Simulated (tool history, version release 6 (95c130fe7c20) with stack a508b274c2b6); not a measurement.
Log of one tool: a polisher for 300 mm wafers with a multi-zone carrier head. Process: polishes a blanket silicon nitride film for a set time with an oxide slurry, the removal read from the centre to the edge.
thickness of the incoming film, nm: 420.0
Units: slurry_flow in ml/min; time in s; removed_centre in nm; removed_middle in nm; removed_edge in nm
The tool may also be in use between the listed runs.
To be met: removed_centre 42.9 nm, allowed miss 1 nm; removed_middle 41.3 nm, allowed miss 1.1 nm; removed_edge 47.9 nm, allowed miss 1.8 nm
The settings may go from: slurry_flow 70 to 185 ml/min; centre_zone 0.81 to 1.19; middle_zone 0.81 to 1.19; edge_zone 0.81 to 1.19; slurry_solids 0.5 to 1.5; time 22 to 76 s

Run 1, hour 0: slurry_flow 120 ml/min, centre_zone 1, middle_zone 1, edge_zone 1, slurry_solids 1, time 49 s. Result: removed_centre 30.639 nm, removed_middle 30.224 nm, removed_edge 30.468 nm.
Run 2, hour 7.4: slurry_flow 125 ml/min, centre_zone 0.99, middle_zone 0.99, edge_zone 1.05, slurry_solids 1.15, time 50 s. Result: removed_centre 32.948 nm, removed_middle 32.623 nm, removed_edge 34.841 nm.
Run 3, hour 8.9: slurry_flow 125 ml/min, centre_zone 0.99, middle_zone 0.99, edge_zone 1.05, slurry_solids 1.15, time 43 s. Result: removed_centre 28.795 nm, removed_middle 27.897 nm, removed_edge 29.277 nm.
Run 4, hour 16.1: slurry_flow 125 ml/min, centre_zone 1, middle_zone 0.99, edge_zone 1.08, slurry_solids 1.25, time 46 s. Result: removed_centre 31.581 nm, removed_middle 30.909 nm, removed_edge 32.952 nm.
Run 5, hour 17.8: slurry_flow 130 ml/min, centre_zone 1, middle_zone 0.98, edge_zone 1.1, slurry_solids 1.3, time 48 s. Result: removed_centre 33.914 nm, removed_middle 32.988 nm, removed_edge 35.718 nm.
Run 6, hour 19.5: slurry_flow 135 ml/min, centre_zone 1, middle_zone 0.97, edge_zone 1.12, slurry_solids 1.35, time 50 s. Result: removed_centre 36.229 nm, removed_middle 34.814 nm, removed_edge 38.997 nm.
Run 7, hour 25.7: slurry_flow 145 ml/min, centre_zone 1, middle_zone 0.97, edge_zone 1.14, slurry_solids 1.4, time 51 s. Result: removed_centre 38.084 nm, removed_middle 36.464 nm, removed_edge 40.388 nm.
Run 8, hour 34.6: slurry_flow 140 ml/min, centre_zone 1, middle_zone 0.97, edge_zone 1.15, slurry_solids 1.45, time 52 s. Result: removed_centre 38.51 nm, removed_middle 37.584 nm, removed_edge 41.16 nm.

5 next moves are on the table. One of them brings every result within its allowed miss. Which?
Run A, hour 43.5: slurry_flow 140 ml/min, centre_zone 1.05, middle_zone 0.82, edge_zone 1.19, slurry_solids 1.35, time 54 s. Result: removed_centre ?, removed_middle ?, removed_edge ?.
Run B, hour 43.5: slurry_flow 145 ml/min, centre_zone 0.96, middle_zone 0.82, edge_zone 1.17, slurry_solids 1.5, time 55 s. Result: removed_centre ?, removed_middle ?, removed_edge ?.
Run C, hour 43.5: slurry_flow 145 ml/min, centre_zone 1.06, middle_zone 1.07, edge_zone 1.1, slurry_solids 1.5, time 43 s. Result: removed_centre ?, removed_middle ?, removed_edge ?.
Run D, hour 43.5: slurry_flow 145 ml/min, centre_zone 1.01, middle_zone 0.91, edge_zone 1.19, slurry_solids 1.4, time 54 s. Result: removed_centre ?, removed_middle ?, removed_edge ?.
Run E, hour 43.5: slurry_flow 170 ml/min, centre_zone 0.96, middle_zone 0.93, edge_zone 1.19, slurry_solids 1.3, time 59 s. Result: removed_centre ?, removed_middle ?, removed_edge ?.

move  removed_centre  removed_middle  removed_edge
   A          41.354          33.314        41.871
   B          40.318          35.532        44.167
   C          34.892          34.678        33.395
   D          40.672          37.072        42.612
   E          42.502          41.368         46.28
A: further off than the last run
B: further off than the last run
C: further off than the last run
D: nearer than the last run, and not there yet
E: meets every target
Move E is the one to make.
